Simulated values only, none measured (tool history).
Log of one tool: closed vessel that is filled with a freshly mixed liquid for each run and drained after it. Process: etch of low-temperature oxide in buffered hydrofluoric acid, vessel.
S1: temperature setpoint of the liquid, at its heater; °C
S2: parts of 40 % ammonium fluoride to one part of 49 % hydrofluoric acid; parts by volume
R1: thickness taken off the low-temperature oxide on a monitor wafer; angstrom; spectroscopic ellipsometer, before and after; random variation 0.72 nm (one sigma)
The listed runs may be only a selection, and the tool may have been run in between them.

{"run": 1, "day": 0.0, "S1": 24.0, "S2": 13.5, "time in the liquid (s)": 35, "R1": 545.64}
{"run": 2, "day": 0.154, "S1": 25.0, "S2": 13.0, "time in the liquid (s)": 35, "R1": 593.25}
{"run": 3, "day": 0.458, "S1": 25.0, "S2": 13.0, "time in the liquid (s)": 35, "R1": 592.46}
{"run": 4, "day": 0.496, "S1": 26.5, "S2": 13.0, "time in the liquid (s)": 35, "R1": 651.55}
{"run": 5, "day": 0.567, "S1": 26.5, "S2": 10.5, "time in the liquid (s)": 35, "R1": 780.25}
{"run": 6, "day": 0.804, "S1": 27.0, "S2": 10.5, "time in the liquid (s)": 35, "R1": 809.54}

Forecast run 7:
{"day": 0.862, "done": "hydrofluoric acid flow meter replaced"}
{"run": 7, "day": 0.862, "S1": 27.0, "S2": 10.5, "time in the liquid (s)": 35, "R1": "?"}

{"run 7": {"R1": 739.87}}
